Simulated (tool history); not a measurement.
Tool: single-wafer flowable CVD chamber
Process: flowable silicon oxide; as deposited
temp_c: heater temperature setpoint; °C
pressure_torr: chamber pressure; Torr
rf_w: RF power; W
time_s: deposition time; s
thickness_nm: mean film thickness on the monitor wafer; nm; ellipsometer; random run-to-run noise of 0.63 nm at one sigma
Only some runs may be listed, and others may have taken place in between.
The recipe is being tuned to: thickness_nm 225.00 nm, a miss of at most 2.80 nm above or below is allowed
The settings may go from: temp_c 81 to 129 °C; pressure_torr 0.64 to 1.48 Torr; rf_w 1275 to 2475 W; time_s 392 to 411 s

run	hour	temp_c	pressure_torr	rf_w	time_s	thickness_nm
1	0.0	105	1.06	1875	411	289.00
2	3.6	115	1.06	1875	411	216.11
3	6.0	123	1.06	1875	411	173.54
4	12.7	123	1.06	1875	392	165.56
5	15.8	118	1.06	1875	392	189.11
6	21.1	118	0.93	1875	392	165.16
7	29.5	115	0.93	1875	392	179.36
8	30.8	113	0.93	1875	392	190.07
9	39.8	111	0.93	1875	392	200.83
10	46.8	110	0.93	1875	392	208.19
11	53.1	109	0.93	1875	392	213.04
12	56.5	108	0.93	1875	392	220.24

Exercise: of the 5 proposed moves below, exactly one satisfies all targets within the stated allowed misses. Which move is it?
A	59.9	107	0.90	2010	395	?
B	59.9	110	0.97	1945	392	?
C	59.9	109	1.03	1785	392	?
D	59.9	106	0.91	1625	411	?
E	59.9	112	0.99	2155	401	?

move	thickness_nm
A	225.21
B	218.87
C	234.66
D	230.41
E	220.51
A: each result inside its tolerance
B: lands further from the targets than the last run did
C: moves the result that the last run missed by most past its target, out the other side
D: moves the result that the last run missed by most past its target, out the other side
E: better than the last run, though not everything is in spec
Correct choice: A, which meets every target
